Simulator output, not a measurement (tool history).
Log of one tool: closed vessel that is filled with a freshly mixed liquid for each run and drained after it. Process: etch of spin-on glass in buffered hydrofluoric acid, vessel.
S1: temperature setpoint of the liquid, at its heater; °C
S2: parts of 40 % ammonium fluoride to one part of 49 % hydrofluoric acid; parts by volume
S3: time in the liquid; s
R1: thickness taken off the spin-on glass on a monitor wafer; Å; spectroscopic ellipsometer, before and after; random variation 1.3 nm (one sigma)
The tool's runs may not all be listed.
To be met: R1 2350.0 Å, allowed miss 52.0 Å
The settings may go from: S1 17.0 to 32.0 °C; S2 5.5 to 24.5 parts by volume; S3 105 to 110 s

{"run": 1, "hour": 0.0, "S1": 24.0, "S2": 15.0, "S3": 105, "R1": 1885.4}
{"run": 2, "hour": 4.7, "S1": 24.5, "S2": 15.0, "S3": 105, "R1": 1920.9}
{"run": 3, "hour": 9.3, "S1": 25.0, "S2": 15.0, "S3": 105, "R1": 1954.1}
{"run": 4, "hour": 13.4, "S1": 25.0, "S2": 16.5, "S3": 105, "R1": 1791.6}
{"run": 5, "hour": 14.8, "S1": 26.0, "S2": 16.5, "S3": 105, "R1": 1888.3}
{"run": 6, "hour": 17.9, "S1": 26.0, "S2": 16.5, "S3": 110, "R1": 1993.1}
{"run": 7, "hour": 22.5, "S1": 26.5, "S2": 16.5, "S3": 110, "R1": 2035.2}
{"run": 8, "hour": 28.7, "S1": 27.0, "S2": 16.5, "S3": 110, "R1": 2094.0}
{"run": 9, "hour": 32.7, "S1": 27.5, "S2": 16.5, "S3": 110, "R1": 2153.8}
{"run": 10, "hour": 34.8, "S1": 28.0, "S2": 16.5, "S3": 110, "R1": 2219.3}
{"run": 11, "hour": 38.6, "S1": 28.5, "S2": 16.5, "S3": 110, "R1": 2268.5}

Which of these 4 next moves meets every target?
{"run": "A", "hour": 42.4, "S1": 27.5, "S2": 16.0, "S3": 105, "R1": "?"}
{"run": "B", "hour": 42.4, "S1": 27.0, "S2": 15.5, "S3": 105, "R1": "?"}
{"run": "C", "hour": 42.4, "S1": 28.0, "S2": 15.5, "S3": 110, "R1": "?"}
{"run": "D", "hour": 42.4, "S1": 29.0, "S2": 16.5, "S3": 105, "R1": "?"}

move=A R1=2122.1
move=B R1=2131.5
move=C R1=2355.6
move=D R1=2230.0
A: further off than the last run
B: further off than the last run
C: meets every target
D: further off than the last run
Move C is the one to make.
